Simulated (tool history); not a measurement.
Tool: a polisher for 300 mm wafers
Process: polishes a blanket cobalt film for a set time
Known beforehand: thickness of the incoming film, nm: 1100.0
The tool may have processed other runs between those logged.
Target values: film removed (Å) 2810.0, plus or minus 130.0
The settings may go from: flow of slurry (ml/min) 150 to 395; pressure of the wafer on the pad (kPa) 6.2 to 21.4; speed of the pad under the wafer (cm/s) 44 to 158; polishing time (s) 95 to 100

run	hour	flow of slurry (ml/min)	pressure of the wafer on the pad (kPa)	speed of the pad under the wafer (cm/s)	polishing time (s)	film removed (Å)
1	0.0	250	13.8	100	95	5036.7
2	2.1	250	13.8	100	95	5117.4
3	3.0	250	13.8	100	100	5325.4
4	11.1	250	13.1	98	100	5076.3
5	13.4	280	13.1	98	100	5004.2
6	21.2	280	13.1	98	100	5166.2
7	28.7	280	12.4	96	100	4767.0
8	33.4	280	11.7	94	100	4484.3
9	40.0	280	11.0	92	100	4016.9
10	41.3	280	10.3	92	100	3781.8
11	44.6	280	9.7	92	100	3533.6
12	49.8	275	8.3	92	100	3078.9
13	52.6	270	8.3	92	100	3116.6
14	57.9	270	6.9	92	100	2516.3
15	64.0	275	6.9	92	100	2588.6
16	69.0	280	6.9	92	100	2571.2

Consider the 4 candidate settings below. Which is the only one whose results all fall within their allowed miss of target?
A	74.0	275	8.3	88	95	?
B	74.0	290	6.9	90	97	?
C	74.0	300	6.9	96	97	?
D	74.0	350	6.9	92	97	?

move	film removed (Å)
A	2725.9
B	2406.2
C	2569.5
D	2498.6
A: hits every target within its allowed miss
B: misses by more than the last run did
C: no nearer and no further than the last run
D: misses by more than the last run did
A meets every target.
